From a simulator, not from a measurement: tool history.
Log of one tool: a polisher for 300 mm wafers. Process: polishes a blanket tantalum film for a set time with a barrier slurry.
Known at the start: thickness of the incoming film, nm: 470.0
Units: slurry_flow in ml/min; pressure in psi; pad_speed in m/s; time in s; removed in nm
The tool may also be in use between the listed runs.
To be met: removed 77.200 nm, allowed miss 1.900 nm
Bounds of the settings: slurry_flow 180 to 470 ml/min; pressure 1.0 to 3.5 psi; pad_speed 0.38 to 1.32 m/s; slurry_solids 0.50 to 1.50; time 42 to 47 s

run 1 day=0.000 | slurry_flow=300 pressure=2.2 pad_speed=0.84 slurry_solids=1.00 time=47 | removed=65.627
run 2 day=0.025 | slurry_flow=305 pressure=2.3 pad_speed=0.84 slurry_solids=1.00 time=47 | removed=68.969
run 3 day=0.271 | slurry_flow=310 pressure=2.4 pad_speed=0.84 slurry_solids=1.00 time=47 | removed=70.363
run 4 day=0.504 | slurry_flow=235 pressure=2.4 pad_speed=0.84 slurry_solids=1.00 time=47 | removed=68.923
run 5 day=0.621 | slurry_flow=265 pressure=2.4 pad_speed=0.84 slurry_solids=1.00 time=47 | removed=69.581
run 6 day=0.758 | slurry_flow=280 pressure=2.4 pad_speed=0.84 slurry_solids=1.00 time=47 | removed=69.983
run 7 day=0.958 | slurry_flow=295 pressure=2.5 pad_speed=0.84 slurry_solids=1.00 time=47 | removed=73.506
-- day=1.262 head pressure recalibrated
run 8 day=1.262 | slurry_flow=305 pressure=2.6 pad_speed=0.84 slurry_solids=1.00 time=47 | removed=81.037

Which of these 4 next moves meets every target?
run A day=1.567 | slurry_flow=355 pressure=2.8 pad_speed=0.72 slurry_solids=0.85 time=45 | removed=?
run B day=1.567 | slurry_flow=330 pressure=2.1 pad_speed=1.00 slurry_solids=1.05 time=47 | removed=?
run C day=1.567 | slurry_flow=300 pressure=2.5 pad_speed=0.88 slurry_solids=1.00 time=42 | removed=?
run D day=1.567 | slurry_flow=305 pressure=2.6 pad_speed=0.72 slurry_solids=1.00 time=47 | removed=?

move=A removed=71.016
move=B removed=75.822
move=C removed=71.036
move=D removed=70.967
A: takes the result that was furthest off past its target
B: meets every target
C: takes the result that was furthest off past its target
D: takes the result that was furthest off past its target
The right move is B.

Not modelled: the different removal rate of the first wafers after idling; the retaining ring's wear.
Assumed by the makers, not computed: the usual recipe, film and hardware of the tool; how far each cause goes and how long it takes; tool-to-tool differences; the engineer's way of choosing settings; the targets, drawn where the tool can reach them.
